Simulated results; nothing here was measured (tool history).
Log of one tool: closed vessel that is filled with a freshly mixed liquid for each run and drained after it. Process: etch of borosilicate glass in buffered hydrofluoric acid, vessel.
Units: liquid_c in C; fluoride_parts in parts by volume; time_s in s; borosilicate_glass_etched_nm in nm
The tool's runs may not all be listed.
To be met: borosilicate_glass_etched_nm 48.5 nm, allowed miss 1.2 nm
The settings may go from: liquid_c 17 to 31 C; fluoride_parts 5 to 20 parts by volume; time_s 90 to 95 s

run 1 hour=0 | liquid_c=23 fluoride_parts=12 time_s=90 | borosilicate_glass_etched_nm=94.445
run 2 hour=2.3 | liquid_c=23 fluoride_parts=15 time_s=90 | borosilicate_glass_etched_nm=76.702
run 3 hour=7.5 | liquid_c=21.5 fluoride_parts=15.5 time_s=90 | borosilicate_glass_etched_nm=67.025
run 4 hour=14 | liquid_c=20 fluoride_parts=16 time_s=90 | borosilicate_glass_etched_nm=60.021
run 5 hour=20 | liquid_c=20 fluoride_parts=16 time_s=90 | borosilicate_glass_etched_nm=60.23
run 6 hour=21.8 | liquid_c=20 fluoride_parts=16 time_s=95 | borosilicate_glass_etched_nm=63.352
run 7 hour=28 | liquid_c=19 fluoride_parts=16.5 time_s=95 | borosilicate_glass_etched_nm=59.346
run 8 hour=31.5 | liquid_c=18.5 fluoride_parts=17 time_s=95 | borosilicate_glass_etched_nm=55.3
-- hour=34.4 thermometer replaced
run 9 hour=34.4 | liquid_c=18 fluoride_parts=17 time_s=95 | borosilicate_glass_etched_nm=50.47

5 next moves are on the table. One of them brings every result within its allowed miss. Which?
run A hour=37.3 | liquid_c=17 fluoride_parts=14.5 time_s=90 | borosilicate_glass_etched_nm=?
run B hour=37.3 | liquid_c=17.5 fluoride_parts=15 time_s=90 | borosilicate_glass_etched_nm=?
run C hour=37.3 | liquid_c=18.5 fluoride_parts=17 time_s=95 | borosilicate_glass_etched_nm=?
run D hour=37.3 | liquid_c=17.5 fluoride_parts=16 time_s=90 | borosilicate_glass_etched_nm=?
run E hour=37.3 | liquid_c=19.5 fluoride_parts=17 time_s=90 | borosilicate_glass_etched_nm=?

move=A borosilicate_glass_etched_nm=52.276
move=B borosilicate_glass_etched_nm=51.976
move=C borosilicate_glass_etched_nm=51.22
move=D borosilicate_glass_etched_nm=48.748
move=E borosilicate_glass_etched_nm=51.285
A: further off than the last run
B: further off than the last run
C: further off than the last run
D: meets every target
E: further off than the last run
Move D is the one to make.

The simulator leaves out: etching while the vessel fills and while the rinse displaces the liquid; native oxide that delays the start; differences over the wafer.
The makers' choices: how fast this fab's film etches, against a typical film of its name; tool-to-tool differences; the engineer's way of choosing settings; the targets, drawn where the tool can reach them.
